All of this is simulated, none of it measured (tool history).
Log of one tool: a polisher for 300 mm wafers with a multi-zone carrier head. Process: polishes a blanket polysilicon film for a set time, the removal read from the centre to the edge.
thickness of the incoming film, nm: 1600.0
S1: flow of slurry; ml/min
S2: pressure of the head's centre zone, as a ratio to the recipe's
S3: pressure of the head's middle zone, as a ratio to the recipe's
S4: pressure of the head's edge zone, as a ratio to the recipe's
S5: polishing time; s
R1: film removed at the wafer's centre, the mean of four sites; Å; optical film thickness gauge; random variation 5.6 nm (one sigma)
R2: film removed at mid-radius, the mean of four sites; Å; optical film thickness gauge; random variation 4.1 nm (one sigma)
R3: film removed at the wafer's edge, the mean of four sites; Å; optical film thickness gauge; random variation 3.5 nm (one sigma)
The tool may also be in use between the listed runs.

run,hour,S1,S2,S3,S4,S5,R1,R2,R3
1,0.0,280,1.00,1.00,1.00,34,3027.4,3113.5,3107.3
2,4.2,250,1.00,1.00,1.00,34,3036.4,2976.0,3011.9
3,11.1,315,1.00,1.00,1.00,34,3157.3,3108.6,3144.8
4,15.3,330,1.03,1.02,1.02,35,3312.9,3302.6,3254.2
5,23.2,305,1.03,1.02,1.02,35,3193.2,3234.8,3186.5
6,30.2,305,1.03,1.02,1.02,32,3021.2,2971.1,2934.9
7,31.3,320,1.05,1.02,1.03,33,3118.7,3046.5,3081.4
8,33.7,335,1.07,1.03,1.02,34,3386.2,3201.9,3131.7
9,39.9,345,1.08,1.04,1.03,35,3424.7,3347.4,3234.5
10,45.2,355,1.09,1.04,1.03,36,3602.8,3490.5,3350.9
11,52.7,365,1.10,1.04,1.04,37,3681.4,3534.4,3529.4
12,57.2,370,1.11,1.05,1.04,37,3780.3,3606.6,3448.4
13,62.3,375,1.12,1.05,1.05,37,3801.5,3633.9,3491.2
14,68.9,380,1.13,1.05,1.06,37,3768.7,3675.9,3494.5

The next listed run, before its measurement:
15,70.7,385,1.14,1.05,1.06,37,?,?,?

Run 15 gave R1 3912.7 Å, R2 3547.9 Å, R3 3460.9 Å.

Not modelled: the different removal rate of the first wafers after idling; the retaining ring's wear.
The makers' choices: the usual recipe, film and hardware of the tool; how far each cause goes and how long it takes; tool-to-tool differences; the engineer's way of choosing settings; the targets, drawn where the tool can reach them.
